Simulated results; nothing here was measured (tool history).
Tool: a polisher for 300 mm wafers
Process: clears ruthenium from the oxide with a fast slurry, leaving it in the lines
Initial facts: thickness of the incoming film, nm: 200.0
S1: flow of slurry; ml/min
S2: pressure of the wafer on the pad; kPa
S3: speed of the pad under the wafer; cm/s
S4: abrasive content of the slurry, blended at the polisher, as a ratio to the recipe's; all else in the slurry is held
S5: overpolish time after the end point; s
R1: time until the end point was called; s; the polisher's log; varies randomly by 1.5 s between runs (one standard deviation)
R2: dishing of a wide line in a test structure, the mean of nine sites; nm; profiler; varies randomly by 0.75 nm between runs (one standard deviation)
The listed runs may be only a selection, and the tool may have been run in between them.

run	day	S1	S2	S3	S4	S5	R1	R2
1	0	250	19.3	82	1	21	64.298	50.956
2	0.212	250	22.1	82	1	21	59.126	57.987
3	0.483	250	19.3	78	1	24	65.963	55.761
4	0.538	250	19.3	68	1	24	75.232	51.981
5	0.821	215	19.3	68	1	24	77.85	51.086
6	1.054	215	19.3	54	1	24	93.203	43.454
7	1.138	210	18.6	54	1	25	97.293	43.952

Run 8 comes next. What will it give?
8	1.362	205	17.9	54	1	26	?	?

Logged for run 8: R1 98.57 s, R2 43.148 nm.
